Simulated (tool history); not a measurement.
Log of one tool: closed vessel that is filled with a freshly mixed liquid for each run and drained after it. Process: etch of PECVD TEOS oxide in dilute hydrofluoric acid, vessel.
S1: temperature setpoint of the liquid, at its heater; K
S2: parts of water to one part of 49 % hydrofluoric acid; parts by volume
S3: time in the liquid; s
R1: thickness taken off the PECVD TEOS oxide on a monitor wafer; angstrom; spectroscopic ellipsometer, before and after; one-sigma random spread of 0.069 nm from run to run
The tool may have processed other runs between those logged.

run,hour,S1,S2,S3,R1
1,0,294.15,145,105,91.751
2,6,296.15,135,105,107.59
3,13.8,296.15,175,105,80.077
4,15,294.15,175,105,73.693
5,20.3,294.15,195,105,64.699
6,27.4,294.15,195,110,67.923
7,30.6,294.15,195,110,67.922
8,37.2,296.15,175,110,83.177
9,43.1,297.65,155,110,100.99
10,47.5,301.65,100,110,194.6
11,50.2,300.65,100,110,187.61
12,52.6,300.65,100,110,188.09

Run 13, settings as shown, results not yet in. Your forecast:
13,54.2,299.65,100,110,?

{"run 13": {"R1": 181.92}}

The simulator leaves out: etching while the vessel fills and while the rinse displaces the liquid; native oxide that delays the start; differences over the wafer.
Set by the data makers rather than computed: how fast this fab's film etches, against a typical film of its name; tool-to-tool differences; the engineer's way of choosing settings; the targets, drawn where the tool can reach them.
